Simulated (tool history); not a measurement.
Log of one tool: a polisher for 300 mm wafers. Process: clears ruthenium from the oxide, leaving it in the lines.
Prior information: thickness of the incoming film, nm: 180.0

run	hour	flow of slurry (ml/min)	pressure of the wafer on the pad (kPa)	speed of the pad under the wafer (cm/s)	overpolish time after the end point (s)	time until the end point was called (s)
1	0	240	13.8	120	43	134.18
2	8.9	240	13.8	106	43	147.64
3	13.6	240	13.8	88	43	176.52
4	15.9	240	13.8	74	43	202.99
5	18	240	13.8	74	43	202.74
6	20.9	240	11.7	74	43	234.28
7	26.2	250	15.9	102	43	134.11
8	29.5	250	16.5	102	43	130.4

Run 9 is up next; what results do you expect?
9	30.4	250	17.2	102	43	?

{"run 9": {"time until the end point was called (s)": 121.64}}
